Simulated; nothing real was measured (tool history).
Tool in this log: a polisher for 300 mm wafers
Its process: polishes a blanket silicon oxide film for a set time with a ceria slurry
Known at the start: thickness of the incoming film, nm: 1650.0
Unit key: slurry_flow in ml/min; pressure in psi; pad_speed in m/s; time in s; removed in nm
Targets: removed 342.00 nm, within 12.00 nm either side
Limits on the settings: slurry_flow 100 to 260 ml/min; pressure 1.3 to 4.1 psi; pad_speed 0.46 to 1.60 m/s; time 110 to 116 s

run,hour,slurry_flow,pressure,pad_speed,time,removed
1,0.0,165,2.7,1.02,110,410.99
2,8.5,165,2.7,0.94,110,384.86
3,10.8,160,2.6,0.94,110,367.33
4,13.0,155,2.6,0.94,110,364.83
5,20.4,155,2.6,1.08,110,419.50
6,23.9,155,2.5,1.08,110,399.75
7,29.2,155,2.4,1.08,110,387.45
8,34.5,155,2.3,1.08,110,368.39
9,35.0,150,2.2,1.08,110,353.57

Below are 5 possible settings for the next run. Only one of them brings all results inside the allowed miss of their targets. Which is it?
A,35.5,140,2.3,1.18,110,?
B,35.5,175,2.1,1.06,110,?
C,35.5,160,2.2,1.10,111,?
D,35.5,175,2.6,0.86,116,?
E,35.5,195,2.2,1.04,112,?

move,removed
A,387.80
B,338.61
C,362.11
D,359.50
E,357.72
A: the biggest miss grows against the last run
B: every result lands within tolerance
C: the biggest miss grows against the last run
D: the biggest miss grows against the last run
E: the biggest miss grows against the last run
So the answer is move B, the one that meets all the targets.

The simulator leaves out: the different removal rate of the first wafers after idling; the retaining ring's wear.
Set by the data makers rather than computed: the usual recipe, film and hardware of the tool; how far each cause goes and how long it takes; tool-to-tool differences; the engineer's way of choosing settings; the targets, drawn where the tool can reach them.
